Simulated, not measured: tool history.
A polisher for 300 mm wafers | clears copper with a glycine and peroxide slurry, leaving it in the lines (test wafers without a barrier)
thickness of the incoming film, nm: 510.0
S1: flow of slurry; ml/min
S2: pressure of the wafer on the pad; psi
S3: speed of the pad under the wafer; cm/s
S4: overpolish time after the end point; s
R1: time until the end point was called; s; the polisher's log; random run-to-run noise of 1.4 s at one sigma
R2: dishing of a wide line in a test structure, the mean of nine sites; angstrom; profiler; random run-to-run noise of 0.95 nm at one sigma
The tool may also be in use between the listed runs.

run  hour   S1   S2  S3  S4       R1      R2
  1   0.0  135  2.6  96  11   99.368  471.76
  2   3.8  110  2.6  96  11  105.790  434.65
  3   7.8  120  2.7  96  11  101.270  466.92
  4  12.6  120  2.7  86  11  111.330  426.53
  5  15.6  120  2.7  86   8  111.070  329.42
  6  17.1  120  2.3  86   8  121.740  296.26

Forecast run 7:
  7  20.0  115  3.0  104  12   ?   ?

R1: 87.726 s
R2: 567.15 angstrom
